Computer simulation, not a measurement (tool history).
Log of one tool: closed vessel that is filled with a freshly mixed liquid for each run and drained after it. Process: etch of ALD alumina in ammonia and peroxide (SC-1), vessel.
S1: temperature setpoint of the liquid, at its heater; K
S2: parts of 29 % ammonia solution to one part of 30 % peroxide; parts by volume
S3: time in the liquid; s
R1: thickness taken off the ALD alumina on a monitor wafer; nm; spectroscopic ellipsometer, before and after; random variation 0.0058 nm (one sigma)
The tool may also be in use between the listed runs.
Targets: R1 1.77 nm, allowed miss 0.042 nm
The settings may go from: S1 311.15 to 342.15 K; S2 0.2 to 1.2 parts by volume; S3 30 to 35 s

run,hour,S1,S2,S3,R1
1,0,326.15,0.9,35,3.5085
2,8.7,320.65,0.9,35,2.5941
3,13,320.65,0.9,30,2.2224
4,16.1,320.65,0.6,30,2.1376
5,17.2,320.65,0.6,30,2.1447
6,21.4,319.65,0.6,30,2.0357
7,26.4,319.65,0.6,30,2.0226
8,29.7,319.15,0.6,30,1.9607
9,31.7,318.65,0.6,30,1.9189
10,35.8,316.65,0.6,30,1.7105

Which of these 5 next moves meets every target?
A,39.9,316.65,0.5,30,?
B,39.9,314.65,0.6,35,?
C,39.9,316.65,0.55,30,?
D,39.9,314.65,0.3,35,?
E,39.9,314.15,0.4,35,?

move,R1
A,1.6703
B,1.7632
C,1.6855
D,1.6502
E,1.6467
A: further off than the last run
B: meets every target
C: further off than the last run
D: further off than the last run
E: further off than the last run
Move B is the one to make.

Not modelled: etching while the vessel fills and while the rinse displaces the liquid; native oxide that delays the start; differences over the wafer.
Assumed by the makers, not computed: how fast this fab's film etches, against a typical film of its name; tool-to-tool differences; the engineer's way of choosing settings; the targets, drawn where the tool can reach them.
